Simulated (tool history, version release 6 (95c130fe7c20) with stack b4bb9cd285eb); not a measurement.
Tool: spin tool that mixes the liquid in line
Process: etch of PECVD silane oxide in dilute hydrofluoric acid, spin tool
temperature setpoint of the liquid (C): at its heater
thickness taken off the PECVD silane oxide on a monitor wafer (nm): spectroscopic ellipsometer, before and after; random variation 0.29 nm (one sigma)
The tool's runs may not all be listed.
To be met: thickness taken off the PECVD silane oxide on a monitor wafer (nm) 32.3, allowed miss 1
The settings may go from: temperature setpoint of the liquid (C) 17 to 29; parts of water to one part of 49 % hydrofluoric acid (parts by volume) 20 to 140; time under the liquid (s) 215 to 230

| run | hour | temperature setpoint of the liquid (C) | parts of water to one part of 49 % hydrofluoric acid (parts by volume) | time under the liquid (s) | thickness taken off the PECVD silane oxide on a monitor wafer (nm) |
|---|---|---|---|---|---|
| 1 | 0 | 21 | 75 | 215 | 45.131 |
| 2 | 4.4 | 20.5 | 75 | 215 | 44.431 |
| 3 | 11.6 | 20.5 | 75 | 215 | 44.179 |
| 4 | 12.8 | 18.5 | 75 | 215 | 40.858 |
| 5 | 19.8 | 18.5 | 75 | 230 | 44.161 |
| 6 | 27.8 | 18.5 | 80 | 230 | 41.046 |
| 7 | 36.3 | 18.5 | 80 | 230 | 40.671 |
| 8 | 36.8 | 17.5 | 85 | 230 | 36.457 |
| 9 | 45.7 | 17 | 90 | 230 | 33.784 |

Which of these 4 next moves meets every target?
| A | 54.6 | 17 | 90 | 220 | ? |
| B | 54.6 | 17.5 | 90 | 230 | ? |
| C | 54.6 | 17 | 85 | 225 | ? |
| D | 54.6 | 17.5 | 100 | 225 | ? |

| move | thickness taken off the PECVD silane oxide on a monitor wafer (nm) |
|---|---|
| A | 31.824 |
| B | 33.982 |
| C | 34.645 |
| D | 29.604 |
A: meets every target
B: further off than the last run
C: further off than the last run
D: takes the result that was furthest off past its target
The right move is A.

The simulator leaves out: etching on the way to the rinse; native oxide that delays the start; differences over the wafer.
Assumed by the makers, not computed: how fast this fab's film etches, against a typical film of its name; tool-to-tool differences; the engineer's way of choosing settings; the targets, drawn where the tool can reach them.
